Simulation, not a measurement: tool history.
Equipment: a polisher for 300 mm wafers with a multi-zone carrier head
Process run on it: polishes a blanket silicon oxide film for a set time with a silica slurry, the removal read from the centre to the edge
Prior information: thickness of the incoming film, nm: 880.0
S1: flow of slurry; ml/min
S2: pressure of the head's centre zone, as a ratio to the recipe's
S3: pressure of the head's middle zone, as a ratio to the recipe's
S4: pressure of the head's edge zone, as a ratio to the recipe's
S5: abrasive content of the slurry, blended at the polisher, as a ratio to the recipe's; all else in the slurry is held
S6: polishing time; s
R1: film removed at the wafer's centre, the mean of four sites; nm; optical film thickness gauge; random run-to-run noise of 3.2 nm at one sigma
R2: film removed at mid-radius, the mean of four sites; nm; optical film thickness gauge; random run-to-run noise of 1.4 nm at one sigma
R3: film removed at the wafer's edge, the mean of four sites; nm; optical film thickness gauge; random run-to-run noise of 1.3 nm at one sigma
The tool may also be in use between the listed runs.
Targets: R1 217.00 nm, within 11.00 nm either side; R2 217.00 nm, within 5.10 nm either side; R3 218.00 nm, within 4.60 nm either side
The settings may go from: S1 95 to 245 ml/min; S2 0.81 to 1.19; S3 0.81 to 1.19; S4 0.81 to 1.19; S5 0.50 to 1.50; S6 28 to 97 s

run,hour,S1,S2,S3,S4,S5,S6,R1,R2,R3
1,0.0,155,1.00,1.00,1.00,1.00,62,337.05,342.07,332.16
2,5.6,150,0.99,0.98,0.98,0.90,61,311.83,308.93,306.97
3,8.1,150,0.99,0.98,1.02,0.90,61,307.98,314.91,315.16
4,13.7,145,0.98,0.97,0.99,0.85,60,284.54,293.43,294.32
5,22.6,140,0.98,0.96,0.96,0.80,60,283.05,277.39,279.95
6,25.8,140,0.98,0.96,0.96,0.80,50,241.61,234.10,232.40
7,30.6,135,0.97,0.96,0.95,0.80,50,225.81,229.45,232.26
8,32.2,105,1.02,0.95,0.86,0.75,50,219.79,209.40,204.43
9,40.9,110,1.01,0.95,0.87,0.75,50,220.70,210.71,207.66

Exercise: of the 5 proposed moves below, exactly one satisfies all targets within the stated allowed misses. Which move is it?
A,49.6,155,1.02,1.00,0.98,0.60,56,?,?,?
B,49.6,95,1.02,0.90,0.86,1.00,45,?,?,?
C,49.6,95,0.96,0.93,0.87,0.95,48,?,?,?
D,49.6,115,1.09,1.06,0.87,0.75,47,?,?,?
E,49.6,165,1.19,1.03,1.00,0.75,41,?,?,?

move,R1,R2,R3
A,230.82,234.83,223.47
B,217.68,206.32,207.80
C,216.79,220.58,217.37
D,217.32,222.30,193.88
E,218.75,202.55,189.48
A: pushes the last run's worst result past its target
B: neither nearer nor further off than the last run
C: in spec on every target
D: further off than the last run
E: further off than the last run
C is the move that brings every result within its allowed miss.
